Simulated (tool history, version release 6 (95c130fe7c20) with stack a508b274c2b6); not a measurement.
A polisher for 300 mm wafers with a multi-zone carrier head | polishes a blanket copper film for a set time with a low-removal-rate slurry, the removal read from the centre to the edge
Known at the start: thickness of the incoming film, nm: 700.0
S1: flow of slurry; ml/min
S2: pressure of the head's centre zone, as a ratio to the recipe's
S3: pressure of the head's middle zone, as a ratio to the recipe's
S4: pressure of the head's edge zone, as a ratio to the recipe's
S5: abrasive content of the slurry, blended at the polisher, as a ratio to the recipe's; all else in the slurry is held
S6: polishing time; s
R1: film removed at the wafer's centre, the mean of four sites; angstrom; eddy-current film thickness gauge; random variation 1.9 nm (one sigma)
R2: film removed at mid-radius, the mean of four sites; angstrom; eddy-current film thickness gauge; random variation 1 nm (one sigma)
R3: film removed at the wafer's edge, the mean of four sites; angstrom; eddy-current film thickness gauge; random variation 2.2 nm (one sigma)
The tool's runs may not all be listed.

| run | hour | S1 | S2 | S3 | S4 | S5 | S6 | R1 | R2 | R3 |
|---|---|---|---|---|---|---|---|---|---|---|
| 1 | 0.0 | 145 | 1.00 | 1.00 | 1.00 | 1.00 | 67 | 2413.8 | 2444.3 | 2399.1 |
| 2 | 7.4 | 165 | 1.00 | 1.00 | 1.00 | 1.00 | 67 | 2474.5 | 2471.6 | 2423.1 |
| 3 | 16.1 | 165 | 1.00 | 1.00 | 1.00 | 1.10 | 67 | 2558.1 | 2521.1 | 2420.0 |
| 4 | 17.5 | 140 | 1.00 | 1.00 | 1.00 | 1.10 | 67 | 2440.8 | 2457.2 | 2398.5 |
| 5 | 18.4 | 155 | 1.02 | 1.00 | 0.95 | 0.95 | 59 | 2179.3 | 2148.9 | 2040.6 |
| 6 | 20.6 | 155 | 1.02 | 1.05 | 0.95 | 0.95 | 59 | 2225.9 | 2266.9 | 2095.2 |
| 7 | 24.6 | 150 | 1.03 | 0.95 | 0.85 | 0.70 | 52 | 1889.7 | 1737.0 | 1607.6 |
| 8 | 28.5 | 140 | 1.03 | 0.95 | 0.84 | 0.70 | 52 | 1869.7 | 1704.7 | 1621.8 |

Forecast run 9:
| 9 | 30.7 | 145 | 1.03 | 0.95 | 0.83 | 0.65 | 52 | ? | ? | ? |

R1: 1861.8 angstrom
R2: 1714.8 angstrom
R3: 1592.1 angstrom
